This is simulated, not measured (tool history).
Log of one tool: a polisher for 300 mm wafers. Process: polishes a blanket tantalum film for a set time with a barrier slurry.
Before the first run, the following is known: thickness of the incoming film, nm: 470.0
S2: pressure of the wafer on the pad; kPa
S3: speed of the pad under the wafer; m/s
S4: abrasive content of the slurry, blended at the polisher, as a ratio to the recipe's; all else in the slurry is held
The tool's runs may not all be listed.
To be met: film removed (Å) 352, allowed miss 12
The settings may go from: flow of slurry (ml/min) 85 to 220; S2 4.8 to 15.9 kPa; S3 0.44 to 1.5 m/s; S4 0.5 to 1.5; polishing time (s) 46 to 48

run 1 hour=0 | flow_of_slurry_(ml/min)=140 S2=10.3 S3=0.96 S4=1 polishing_time_(s)=46 | film_removed_(Å)=592.42
run 2 hour=4.8 | flow_of_slurry_(ml/min)=140 S2=11.7 S3=0.96 S4=1 polishing_time_(s)=46 | film_removed_(Å)=669
run 3 hour=11.9 | flow_of_slurry_(ml/min)=140 S2=11 S3=0.96 S4=1 polishing_time_(s)=46 | film_removed_(Å)=633.78
run 4 hour=18.6 | flow_of_slurry_(ml/min)=140 S2=10.3 S3=0.96 S4=1 polishing_time_(s)=46 | film_removed_(Å)=592.97
run 5 hour=24.4 | flow_of_slurry_(ml/min)=140 S2=9.7 S3=0.96 S4=1 polishing_time_(s)=46 | film_removed_(Å)=556.76
run 6 hour=26.7 | flow_of_slurry_(ml/min)=140 S2=9 S3=0.96 S4=1 polishing_time_(s)=46 | film_removed_(Å)=521.31
run 7 hour=28.7 | flow_of_slurry_(ml/min)=140 S2=8.3 S3=0.96 S4=1 polishing_time_(s)=46 | film_removed_(Å)=486.52
run 8 hour=29.5 | flow_of_slurry_(ml/min)=120 S2=5.5 S3=0.94 S4=1 polishing_time_(s)=46 | film_removed_(Å)=312.03
run 9 hour=33.1 | flow_of_slurry_(ml/min)=125 S2=5.5 S3=0.94 S4=1 polishing_time_(s)=46 | film_removed_(Å)=313.8
run 10 hour=37.3 | flow_of_slurry_(ml/min)=130 S2=5.5 S3=0.94 S4=1 polishing_time_(s)=46 | film_removed_(Å)=321.2
run 11 hour=43.8 | flow_of_slurry_(ml/min)=135 S2=5.5 S3=0.94 S4=1 polishing_time_(s)=46 | film_removed_(Å)=316.93

Exercise: of the 5 proposed moves below, exactly one satisfies all targets within the stated allowed misses. Which move is it?
run A hour=50.3 | flow_of_slurry_(ml/min)=110 S2=6.2 S3=0.7 S4=1.2 polishing_time_(s)=48 | film_removed_(Å)=?
run B hour=50.3 | flow_of_slurry_(ml/min)=120 S2=8.3 S3=0.56 S4=0.95 polishing_time_(s)=48 | film_removed_(Å)=?
run C hour=50.3 | flow_of_slurry_(ml/min)=140 S2=4.8 S3=0.92 S4=0.9 polishing_time_(s)=47 | film_removed_(Å)=?
run D hour=50.3 | flow_of_slurry_(ml/min)=150 S2=6.2 S3=0.84 S4=1.2 polishing_time_(s)=48 | film_removed_(Å)=?
run E hour=50.3 | flow_of_slurry_(ml/min)=155 S2=5.5 S3=0.86 S4=0.95 polishing_time_(s)=46 | film_removed_(Å)=?

move=A film_removed_(Å)=275.76
move=B film_removed_(Å)=282.39
move=C film_removed_(Å)=271.67
move=D film_removed_(Å)=352.18
move=E film_removed_(Å)=292.43
A: the biggest miss grows against the last run
B: the biggest miss grows against the last run
C: the biggest miss grows against the last run
D: hits every target within its allowed miss
E: the biggest miss grows against the last run
Correct choice: D, which meets every target
